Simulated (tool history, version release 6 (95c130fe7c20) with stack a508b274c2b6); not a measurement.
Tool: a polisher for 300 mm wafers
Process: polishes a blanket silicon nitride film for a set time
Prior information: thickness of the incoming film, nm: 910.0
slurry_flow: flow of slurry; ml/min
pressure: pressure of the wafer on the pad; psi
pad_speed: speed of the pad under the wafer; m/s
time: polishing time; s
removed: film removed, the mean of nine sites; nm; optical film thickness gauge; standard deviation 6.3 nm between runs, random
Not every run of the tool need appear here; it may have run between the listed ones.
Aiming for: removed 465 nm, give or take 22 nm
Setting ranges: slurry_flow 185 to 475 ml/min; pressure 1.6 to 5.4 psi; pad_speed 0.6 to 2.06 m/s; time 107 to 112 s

| run | hour | slurry_flow | pressure | pad_speed | time | removed |
|---|---|---|---|---|---|---|
| 1 | 0 | 305 | 3.5 | 1.32 | 107 | 238.9 |
| 2 | 3.6 | 305 | 4.3 | 1.32 | 107 | 287.02 |
| 3 | 10.1 | 305 | 4.6 | 1.42 | 108 | 330.58 |
| 4 | 18.9 | 305 | 4.8 | 1.48 | 108 | 357.21 |
| 5 | 24 | 365 | 4.8 | 1.48 | 108 | 360.36 |
| 6 | 24.7 | 365 | 4.9 | 1.54 | 108 | 377.77 |
| 7 | 31.9 | 365 | 5 | 1.58 | 108 | 392.27 |
| 8 | 35 | 365 | 5.1 | 1.62 | 108 | 395.38 |
| 9 | 37.1 | 365 | 5.2 | 1.68 | 109 | 432.57 |

Exercise: of the 5 proposed moves below, exactly one satisfies all targets within the stated allowed misses. Which move is it?
| A | 39.2 | 475 | 5.4 | 1.34 | 112 | ? |
| B | 39.2 | 340 | 5.1 | 1.64 | 111 | ? |
| C | 39.2 | 345 | 5.4 | 1.68 | 112 | ? |
| D | 39.2 | 430 | 5.3 | 1.46 | 109 | ? |
| E | 39.2 | 345 | 5 | 1.62 | 107 | ? |

| move | removed |
|---|---|
| A | 387.15 |
| B | 417.38 |
| C | 453.57 |
| D | 394.07 |
| E | 391.57 |
A: the biggest miss grows against the last run
B: the biggest miss grows against the last run
C: meets every target
D: the biggest miss grows against the last run
E: the biggest miss grows against the last run
Go with C: it meets all targets.

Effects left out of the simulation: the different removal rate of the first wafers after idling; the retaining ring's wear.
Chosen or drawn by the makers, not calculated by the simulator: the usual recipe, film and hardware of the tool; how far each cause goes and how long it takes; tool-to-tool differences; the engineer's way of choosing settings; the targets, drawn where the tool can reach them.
